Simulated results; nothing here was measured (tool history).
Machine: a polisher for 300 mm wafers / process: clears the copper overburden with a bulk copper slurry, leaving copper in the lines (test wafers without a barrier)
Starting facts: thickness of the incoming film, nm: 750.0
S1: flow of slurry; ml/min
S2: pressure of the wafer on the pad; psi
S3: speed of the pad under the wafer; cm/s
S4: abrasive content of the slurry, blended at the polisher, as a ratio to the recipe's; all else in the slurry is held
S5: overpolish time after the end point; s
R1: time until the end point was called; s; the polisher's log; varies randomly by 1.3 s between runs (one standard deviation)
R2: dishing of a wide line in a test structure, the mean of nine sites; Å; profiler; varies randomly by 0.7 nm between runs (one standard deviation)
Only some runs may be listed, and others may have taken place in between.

run,hour,S1,S2,S3,S4,S5,R1,R2
1,0,230,3.2,102,1,9,77.552,431.61
2,5.2,230,2.8,102,1,9,86.77,392.14
3,5.9,230,2.7,102,1,8,90.551,363.71
4,8.8,230,2.7,78,1,8,114.29,309.45
5,11.5,230,2.7,78,1.15,8,112.95,305.95
6,16.4,230,2.8,78,1.15,7,108.57,278.28
7,21.8,230,2.9,78,1.15,7,104.45,279.6

Run 8 is up next; what results do you expect?
8,28.9,230,3,78,1.15,7,?,?

R1: 100.34 s
R2: 291.49 Å
